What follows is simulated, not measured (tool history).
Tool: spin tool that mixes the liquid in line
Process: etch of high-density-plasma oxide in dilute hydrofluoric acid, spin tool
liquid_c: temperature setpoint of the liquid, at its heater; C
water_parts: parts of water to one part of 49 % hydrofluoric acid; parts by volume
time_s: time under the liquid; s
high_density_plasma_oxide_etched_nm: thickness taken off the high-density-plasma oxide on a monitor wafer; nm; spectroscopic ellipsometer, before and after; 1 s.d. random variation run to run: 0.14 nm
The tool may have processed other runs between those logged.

run	hour	liquid_c	water_parts	time_s	high_density_plasma_oxide_etched_nm
1	0	26	175	295	14.5
2	7.8	28	165	295	16.769
3	15.8	29.5	160	295	18.466
4	18.2	29.5	160	315	19.712
5	25.6	27.5	160	315	18.236
6	28.7	29	155	315	19.904
7	34.5	30	150	315	21.526

Predict the results of run 8:
8	42.5	31	150	315	?

{"run 8": {"high_density_plasma_oxide_etched_nm": 22.359}}
